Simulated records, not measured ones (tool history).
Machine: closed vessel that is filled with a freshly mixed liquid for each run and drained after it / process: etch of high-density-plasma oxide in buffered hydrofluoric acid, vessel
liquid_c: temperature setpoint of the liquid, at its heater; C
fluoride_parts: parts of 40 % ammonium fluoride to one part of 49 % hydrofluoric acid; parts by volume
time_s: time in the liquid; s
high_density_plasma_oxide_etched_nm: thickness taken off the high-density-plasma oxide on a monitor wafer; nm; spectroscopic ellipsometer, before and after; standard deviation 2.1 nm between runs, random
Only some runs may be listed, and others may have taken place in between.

run  hour  liquid_c  fluoride_parts  time_s  high_density_plasma_oxide_etched_nm
  1   0.0      24.0            14.0      90                               84.061
  2   0.9      24.0            15.5      90                               74.741
  3   6.1      24.0            12.5      90                               92.192
  4  12.0      24.0            15.5      90                               74.222
  5  15.1      24.0            15.5      90                               75.236
  6  23.1      27.0            15.5      90                               87.369
  7  25.7      28.0            14.0      90                              103.840
  8  30.2      28.5            12.5      90                              118.240
  9  34.8      29.0            11.5      90                              131.590
 10  37.8      29.5            10.5      90                              148.060
 11  41.6      30.0            10.0      90                              160.590
 12  47.9      30.5             9.5      90                              170.300
 13  53.2      32.0             6.0      90                              288.640

Run 14 comes next. What will it give?
 14  54.1      31.5             6.0      90                                    ?

high_density_plasma_oxide_etched_nm: 275.650 nm
